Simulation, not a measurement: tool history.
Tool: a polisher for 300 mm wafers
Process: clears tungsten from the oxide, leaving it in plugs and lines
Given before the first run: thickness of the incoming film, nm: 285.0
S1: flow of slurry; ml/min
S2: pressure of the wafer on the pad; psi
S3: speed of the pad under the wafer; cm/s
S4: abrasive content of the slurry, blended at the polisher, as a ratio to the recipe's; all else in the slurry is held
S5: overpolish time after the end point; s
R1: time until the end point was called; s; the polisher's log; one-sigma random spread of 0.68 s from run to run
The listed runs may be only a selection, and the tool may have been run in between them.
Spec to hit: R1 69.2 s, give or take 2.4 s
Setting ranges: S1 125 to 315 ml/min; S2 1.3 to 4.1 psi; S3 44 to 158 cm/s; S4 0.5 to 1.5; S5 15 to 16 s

run,hour,S1,S2,S3,S4,S5,R1
1,0,205,2.7,100,1,15,95.19
2,5.3,230,2.7,100,1,15,95.062
3,13,195,2.7,100,1,15,93.877
4,20.2,195,2.7,100,1,16,96.273
5,28.7,195,2.7,100,1,16,96.827
6,30.5,195,2.7,124,1,16,81.398
7,36.5,195,2.8,124,1,16,80.683
8,41.9,195,2.9,124,1,16,74.557
9,49.8,195,3,124,1,16,73.258
10,53.4,195,3.1,124,1,16,70.96

5 next moves are on the table. One of them brings every result within its allowed miss. Which?
A,57,125,3.8,100,0.9,15,?
B,57,175,3.1,110,1.1,16,?
C,57,200,3.4,108,0.9,15,?
D,57,210,2.9,126,1.05,16,?
E,57,210,3.2,130,0.85,15,?

move,R1
A,74.993
B,77.24
C,74.917
D,74.148
E,70.177
A: the biggest miss grows against the last run
B: the biggest miss grows against the last run
C: the biggest miss grows against the last run
D: the biggest miss grows against the last run
E: every result within its allowed miss
Correct choice: E, which meets every target

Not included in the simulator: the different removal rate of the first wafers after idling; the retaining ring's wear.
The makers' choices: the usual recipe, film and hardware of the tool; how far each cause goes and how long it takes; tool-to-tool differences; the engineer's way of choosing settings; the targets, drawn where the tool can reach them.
